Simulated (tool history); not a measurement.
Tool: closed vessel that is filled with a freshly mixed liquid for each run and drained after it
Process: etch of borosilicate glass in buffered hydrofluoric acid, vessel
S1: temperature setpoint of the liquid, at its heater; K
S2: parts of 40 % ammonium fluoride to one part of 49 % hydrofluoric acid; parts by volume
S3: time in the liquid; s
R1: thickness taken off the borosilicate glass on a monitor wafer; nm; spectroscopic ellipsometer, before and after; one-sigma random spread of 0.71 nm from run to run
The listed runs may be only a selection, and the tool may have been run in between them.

run	hour	S1	S2	S3	R1
1	0.0	295.15	10.0	100	127.11
2	8.1	295.15	10.0	105	134.25
3	11.9	296.15	10.0	105	140.68
4	15.0	297.15	10.0	105	148.81
5	18.9	297.15	10.0	100	142.01
6	24.2	297.65	10.0	100	145.33
7	28.1	298.15	10.0	100	149.26
8	32.4	302.15	10.0	100	184.28

What does the tool deliver on the next run?
9	36.0	302.65	10.0	100	?

R1: 187.45 nm
